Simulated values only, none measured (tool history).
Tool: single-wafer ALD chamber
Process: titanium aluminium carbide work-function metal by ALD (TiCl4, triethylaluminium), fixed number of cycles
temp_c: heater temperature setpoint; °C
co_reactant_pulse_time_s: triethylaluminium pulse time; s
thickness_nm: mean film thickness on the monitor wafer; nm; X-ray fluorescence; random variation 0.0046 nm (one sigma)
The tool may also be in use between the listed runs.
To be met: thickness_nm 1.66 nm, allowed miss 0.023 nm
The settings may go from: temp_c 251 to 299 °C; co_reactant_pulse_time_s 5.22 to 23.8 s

{"run": 1, "hour": 0.0, "temp_c": 275, "co_reactant_pulse_time_s": 14.51, "thickness_nm": 1.776}
{"run": 2, "hour": 2.1, "temp_c": 271, "co_reactant_pulse_time_s": 14.23, "thickness_nm": 1.7455}
{"run": 3, "hour": 3.8, "temp_c": 268, "co_reactant_pulse_time_s": 14, "thickness_nm": 1.7181}
{"run": 4, "hour": 6.0, "temp_c": 275, "co_reactant_pulse_time_s": 14, "thickness_nm": 1.7699}
{"run": 5, "hour": 9.7, "temp_c": 284, "co_reactant_pulse_time_s": 14, "thickness_nm": 1.8468}
{"run": 6, "hour": 16.6, "temp_c": 284, "co_reactant_pulse_time_s": 17.51, "thickness_nm": 1.8655}
{"run": 7, "hour": 23.1, "temp_c": 278, "co_reactant_pulse_time_s": 16.93, "thickness_nm": 1.8088}
{"run": 8, "hour": 29.2, "temp_c": 273, "co_reactant_pulse_time_s": 16.6, "thickness_nm": 1.7719}
{"run": 9, "hour": 36.6, "temp_c": 269, "co_reactant_pulse_time_s": 16.24, "thickness_nm": 1.7292}
{"run": 10, "hour": 41.2, "temp_c": 267, "co_reactant_pulse_time_s": 16.13, "thickness_nm": 1.714}

5 next moves are on the table. One of them brings every result within its allowed miss. Which?
{"run": "A", "hour": 45.8, "temp_c": 260, "co_reactant_pulse_time_s": 17.18, "thickness_nm": "?"}
{"run": "B", "hour": 45.8, "temp_c": 267, "co_reactant_pulse_time_s": 19.43, "thickness_nm": "?"}
{"run": "C", "hour": 45.8, "temp_c": 268, "co_reactant_pulse_time_s": 18.78, "thickness_nm": "?"}
{"run": "D", "hour": 45.8, "temp_c": 275, "co_reactant_pulse_time_s": 18.83, "thickness_nm": "?"}
{"run": "E", "hour": 45.8, "temp_c": 266, "co_reactant_pulse_time_s": 17.39, "thickness_nm": "?"}

move=A thickness_nm=1.6665
move=B thickness_nm=1.7235
move=C thickness_nm=1.7307
move=D thickness_nm=1.7857
move=E thickness_nm=1.7135
A: meets every target
B: further off than the last run
C: further off than the last run
D: further off than the last run
E: as far off as the last run
Answer: A
